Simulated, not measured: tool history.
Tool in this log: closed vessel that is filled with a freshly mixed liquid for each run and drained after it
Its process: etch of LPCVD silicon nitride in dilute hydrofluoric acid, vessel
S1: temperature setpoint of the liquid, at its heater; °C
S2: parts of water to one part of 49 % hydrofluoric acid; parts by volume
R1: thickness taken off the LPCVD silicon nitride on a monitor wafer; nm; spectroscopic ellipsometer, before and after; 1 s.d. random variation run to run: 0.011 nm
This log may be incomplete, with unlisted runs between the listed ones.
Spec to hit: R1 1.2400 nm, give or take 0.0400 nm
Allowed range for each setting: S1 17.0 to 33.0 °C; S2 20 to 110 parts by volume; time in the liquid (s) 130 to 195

run 1 day=0.000 | S1=25.0 S2=60 time_in_the_liquid_(s)=195 | R1=1.6670
run 2 day=0.329 | S1=25.0 S2=50 time_in_the_liquid_(s)=195 | R1=1.9916
run 3 day=0.471 | S1=24.5 S2=50 time_in_the_liquid_(s)=195 | R1=1.9005
run 4 day=0.625 | S1=24.0 S2=50 time_in_the_liquid_(s)=195 | R1=1.8607
run 5 day=0.917 | S1=23.5 S2=50 time_in_the_liquid_(s)=195 | R1=1.8009
run 6 day=1.242 | S1=23.0 S2=50 time_in_the_liquid_(s)=195 | R1=1.7103
run 7 day=1.300 | S1=22.5 S2=50 time_in_the_liquid_(s)=195 | R1=1.6758
run 8 day=1.546 | S1=22.0 S2=50 time_in_the_liquid_(s)=195 | R1=1.6189
run 9 day=1.938 | S1=21.5 S2=50 time_in_the_liquid_(s)=195 | R1=1.5506
run 10 day=2.192 | S1=21.0 S2=50 time_in_the_liquid_(s)=195 | R1=1.4963
run 11 day=2.467 | S1=20.5 S2=50 time_in_the_liquid_(s)=195 | R1=1.4607
run 12 day=2.858 | S1=17.5 S2=50 time_in_the_liquid_(s)=195 | R1=1.1916

Next run, 4 choices. One meets every target within its allowed miss, the rest don't. Which?
run A day=3.250 | S1=17.0 S2=45 time_in_the_liquid_(s)=190 | R1=?
run B day=3.250 | S1=18.5 S2=50 time_in_the_liquid_(s)=180 | R1=?
run C day=3.250 | S1=19.5 S2=55 time_in_the_liquid_(s)=180 | R1=?
run D day=3.250 | S1=17.5 S2=50 time_in_the_liquid_(s)=190 | R1=?

move=A R1=1.2213
move=B R1=1.1615
move=C R1=1.1353
move=D R1=1.1426
A: each result inside its tolerance
B: misses by more than the last run did
C: misses by more than the last run did
D: misses by more than the last run did
Move A is the one to make.
